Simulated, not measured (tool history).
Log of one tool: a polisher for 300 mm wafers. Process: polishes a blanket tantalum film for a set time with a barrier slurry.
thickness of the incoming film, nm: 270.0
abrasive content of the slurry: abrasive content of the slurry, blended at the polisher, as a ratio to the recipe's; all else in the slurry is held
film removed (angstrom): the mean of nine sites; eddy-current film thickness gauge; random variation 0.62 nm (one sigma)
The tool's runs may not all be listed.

| run | hour | flow of slurry (ml/min) | pressure of the wafer on the pad (kPa) | speed of the pad under the wafer (cm/s) | abrasive content of the slurry | polishing time (s) | film removed (angstrom) |
|---|---|---|---|---|---|---|---|
| 1 | 0 | 200 | 11.7 | 78 | 1 | 78 | 738.21 |
| 2 | 1.7 | 200 | 11 | 78 | 1 | 78 | 699.97 |
| 3 | 6 | 200 | 10.3 | 78 | 1 | 78 | 681.27 |
| 4 | 10 | 200 | 9.7 | 78 | 1 | 78 | 662.58 |
| 5 | 12.5 | 250 | 9.7 | 78 | 1 | 78 | 671.9 |
| 6 | 13.5 | 225 | 9.7 | 78 | 1 | 78 | 664.69 |
| 7 | 18.9 | 225 | 9 | 76 | 1 | 78 | 630.22 |
| 8 | 27.4 | 225 | 8.3 | 74 | 1 | 78 | 581.16 |
| 9 | 36.1 | 225 | 7.6 | 74 | 1 | 78 | 542.32 |

Run 10 comes next. What will it give?
| 10 | 44.5 | 220 | 6.2 | 74 | 1 | 78 | ? |

film removed (angstrom): 498.44
